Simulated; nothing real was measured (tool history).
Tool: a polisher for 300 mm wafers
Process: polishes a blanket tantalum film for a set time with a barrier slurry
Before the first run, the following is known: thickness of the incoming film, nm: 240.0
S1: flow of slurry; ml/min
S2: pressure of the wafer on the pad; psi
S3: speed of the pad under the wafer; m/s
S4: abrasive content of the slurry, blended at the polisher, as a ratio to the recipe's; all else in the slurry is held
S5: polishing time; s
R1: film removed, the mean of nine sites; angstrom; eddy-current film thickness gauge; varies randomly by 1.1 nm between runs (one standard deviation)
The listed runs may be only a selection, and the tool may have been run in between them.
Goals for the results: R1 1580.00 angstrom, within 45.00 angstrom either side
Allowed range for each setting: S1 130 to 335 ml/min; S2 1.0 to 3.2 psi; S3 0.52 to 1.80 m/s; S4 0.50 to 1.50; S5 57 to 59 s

run  hour   S1   S2    S3    S4  S5       R1
  1   0.0  215  2.1  1.16  1.00  57  1151.60
  2   1.6  215  2.1  1.16  1.10  57  1186.50
  3   8.3  215  2.5  1.16  1.10  57  1362.20
  4  14.0  215  2.5  0.88  1.10  57  1042.50
  5  17.9  165  2.5  0.88  1.10  57  1006.20
  6  20.9  165  2.5  0.88  1.10  57   998.31
  7  23.0  180  2.6  0.90  1.10  57  1078.00
  8  31.5  190  2.7  0.92  1.10  57  1148.10
  9  40.3  200  2.8  0.94  1.10  57  1206.50
 10  41.4  205  2.9  0.96  1.10  57  1277.60
 11  48.2  210  3.0  0.98  1.10  57  1353.40

Of the 4 settings listed for the next run, only one would bring every result within its allowed miss of target. Which one?
  A  55.0  250  3.0  1.10  1.05  59   ?
  B  55.0  250  2.9  1.26  1.10  57   ?
  C  55.0  225  3.1  1.24  0.85  59   ?
  D  55.0  205  2.7  0.84  1.05  57   ?

move       R1
   A  1582.40
   B  1717.90
   C  1688.20
   D  1053.50
A: meets every target
B: the result that was furthest off in the last run now lies on the other side of its target
C: the result that was furthest off in the last run now lies on the other side of its target
D: its largest miss is bigger than the last run's
Go with A: it meets all targets.
